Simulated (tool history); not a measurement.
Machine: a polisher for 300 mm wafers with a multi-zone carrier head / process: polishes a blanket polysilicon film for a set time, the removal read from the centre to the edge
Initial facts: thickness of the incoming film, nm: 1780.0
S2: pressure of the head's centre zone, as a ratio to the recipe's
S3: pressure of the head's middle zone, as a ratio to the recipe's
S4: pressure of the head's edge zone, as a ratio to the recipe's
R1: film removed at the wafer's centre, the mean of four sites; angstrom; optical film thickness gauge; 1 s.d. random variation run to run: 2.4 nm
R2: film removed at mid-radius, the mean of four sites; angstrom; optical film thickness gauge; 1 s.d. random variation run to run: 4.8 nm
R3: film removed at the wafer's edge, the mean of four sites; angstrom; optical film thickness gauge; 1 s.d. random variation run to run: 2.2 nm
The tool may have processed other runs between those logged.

{"run": 1, "hour": 0.0, "flow of slurry (ml/min)": 215, "S2": 1, "S3": 1, "S4": 1, "polishing time (s)": 71, "R1": 3618.8, "R2": 3747.7, "R3": 3853.2}
{"run": 2, "hour": 2.4, "flow of slurry (ml/min)": 215, "S2": 0.92, "S3": 1, "S4": 1, "polishing time (s)": 71, "R1": 3380.8, "R2": 3846.1, "R3": 3887.8}
{"run": 3, "hour": 6.3, "flow of slurry (ml/min)": 215, "S2": 0.92, "S3": 0.93, "S4": 1, "polishing time (s)": 71, "R1": 3380.6, "R2": 3688.3, "R3": 3853.2}
{"run": 4, "hour": 12.5, "flow of slurry (ml/min)": 215, "S2": 0.92, "S3": 0.93, "S4": 1, "polishing time (s)": 59, "R1": 2796.3, "R2": 2965.5, "R3": 3237.1}
{"run": 5, "hour": 18.7, "flow of slurry (ml/min)": 240, "S2": 1, "S3": 0.97, "S4": 0.99, "polishing time (s)": 60, "R1": 3138.4, "R2": 3204.3, "R3": 3281.8}
{"run": 6, "hour": 26.3, "flow of slurry (ml/min)": 240, "S2": 1, "S3": 0.97, "S4": 1.08, "polishing time (s)": 60, "R1": 3149.4, "R2": 3087.9, "R3": 3424.2}
{"run": 7, "hour": 30.1, "flow of slurry (ml/min)": 260, "S2": 1.05, "S3": 0.98, "S4": 1.07, "polishing time (s)": 60, "R1": 3317.7, "R2": 3247, "R3": 3418.9}

Predict the results of run 8:
{"run": 8, "hour": 31.2, "flow of slurry (ml/min)": 270, "S2": 1.1, "S3": 0.97, "S4": 1.07, "polishing time (s)": 60, "R1": "?", "R2": "?", "R3": "?"}

{"run 8": {"R1": 3504, "R2": 3275.5, "R3": 3499.5}}
